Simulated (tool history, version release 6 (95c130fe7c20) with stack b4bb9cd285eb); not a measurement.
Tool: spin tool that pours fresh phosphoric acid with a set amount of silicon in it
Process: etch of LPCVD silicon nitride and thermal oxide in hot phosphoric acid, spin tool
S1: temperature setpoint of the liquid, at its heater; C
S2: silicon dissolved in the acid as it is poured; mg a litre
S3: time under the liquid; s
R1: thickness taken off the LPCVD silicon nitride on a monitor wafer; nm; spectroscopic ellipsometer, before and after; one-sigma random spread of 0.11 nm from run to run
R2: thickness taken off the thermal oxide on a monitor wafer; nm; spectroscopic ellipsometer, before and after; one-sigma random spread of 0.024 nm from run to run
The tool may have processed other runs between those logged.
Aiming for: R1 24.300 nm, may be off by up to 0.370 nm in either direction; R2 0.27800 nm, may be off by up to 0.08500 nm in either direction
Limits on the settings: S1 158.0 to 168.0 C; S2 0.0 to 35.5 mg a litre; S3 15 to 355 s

run  hour     S1    S2   S3      R1       R2
  1   0.0  163.0  15.5  180  19.302  0.46593
  2   5.3  162.0  15.5  180  18.620  0.40498
  3  12.9  162.0   9.0  180  18.702  0.50692
  4  18.1  160.0   9.0  180  17.377  0.40659
  5  24.7  160.0   9.0  235  22.686  0.57537
  6  29.1  160.0  14.5  235  22.750  0.44090
  7  34.7  160.5  17.5  235  23.169  0.41270
  8  39.3  160.5  20.0  235  23.021  0.38611

Exactly one of the 5 candidate moves below puts every result within its allowed miss. Which one?
  A  43.9  158.0  30.5  280   ?   ?
  B  43.9  161.0  19.0  250   ?   ?
  C  43.9  160.5  19.0  220   ?   ?
  D  43.9  165.5  15.5  215   ?   ?
  E  43.9  159.5  31.5  255   ?   ?

move      R1       R2
   A  25.363  0.27643
   B  25.052  0.45317
   C  21.680  0.38434
   D  25.004  0.59391
   E  24.299  0.27003
A: carries the result that was furthest off beyond its target, to the other side
B: carries the result that was furthest off beyond its target, to the other side
C: its largest miss is bigger than the last run's
D: carries the result that was furthest off beyond its target, to the other side
E: all results in spec
Answer: E
